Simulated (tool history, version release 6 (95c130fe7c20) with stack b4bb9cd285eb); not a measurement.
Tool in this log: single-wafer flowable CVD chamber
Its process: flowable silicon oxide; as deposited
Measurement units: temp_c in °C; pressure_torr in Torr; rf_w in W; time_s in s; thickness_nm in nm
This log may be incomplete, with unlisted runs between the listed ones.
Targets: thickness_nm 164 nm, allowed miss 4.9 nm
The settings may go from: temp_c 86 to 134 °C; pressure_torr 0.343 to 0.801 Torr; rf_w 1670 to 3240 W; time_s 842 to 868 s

| run | hour | temp_c | pressure_torr | rf_w | time_s | thickness_nm |
|---|---|---|---|---|---|---|
| 1 | 0 | 110 | 0.572 | 2455 | 842 | 255.18 |
| 2 | 7 | 110 | 0.572 | 2455 | 868 | 265.53 |
| 3 | 7.8 | 115 | 0.571 | 2455 | 868 | 217.97 |
| 4 | 14.8 | 115 | 0.571 | 2455 | 868 | 220.51 |
| 5 | 23.4 | 118 | 0.57 | 2455 | 868 | 197.7 |
| 6 | 24 | 129 | 0.57 | 2455 | 868 | 142.51 |
| 7 | 32.8 | 128 | 0.57 | 2455 | 868 | 144.66 |
| 8 | 41.2 | 127 | 0.57 | 2455 | 868 | 150 |
| 9 | 48.3 | 126 | 0.57 | 2455 | 868 | 154.9 |

Exercise: of the 4 proposed moves below, exactly one satisfies all targets within the stated allowed misses. Which move is it?
| A | 55.4 | 129 | 0.592 | 2240 | 863 | ? |
| B | 55.4 | 123 | 0.568 | 2395 | 842 | ? |
| C | 55.4 | 133 | 0.692 | 2415 | 862 | ? |
| D | 55.4 | 128 | 0.58 | 2415 | 868 | ? |

| move | thickness_nm |
|---|---|
| A | 144.81 |
| B | 163.13 |
| C | 154.71 |
| D | 148.29 |
A: its largest miss is bigger than the last run's
B: hits every target within its allowed miss
C: as far off as the last run
D: its largest miss is bigger than the last run's
The move that meets every target is B.
